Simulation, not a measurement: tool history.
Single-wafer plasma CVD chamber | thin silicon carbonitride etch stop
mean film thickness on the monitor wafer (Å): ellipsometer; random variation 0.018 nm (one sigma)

run,day,RF power (kW),deposition time (s),mean film thickness on the monitor wafer (Å)
1,0,0.23,8.49,53.949
2,0.108,0.24,8.89,57.194
3,0.462,0.24,8.38,53.795
4,0.721,0.24,8.96,57.906
5,1.046,0.24,9.64,61.904
# day 1.346: thermocouple changed; heater temperature recalibrated
6,1.346,0.26,9.64,63.815

The next listed run, before its measurement:
7,1.638,0.265,9.79,?

mean film thickness on the monitor wafer (Å): 64.814
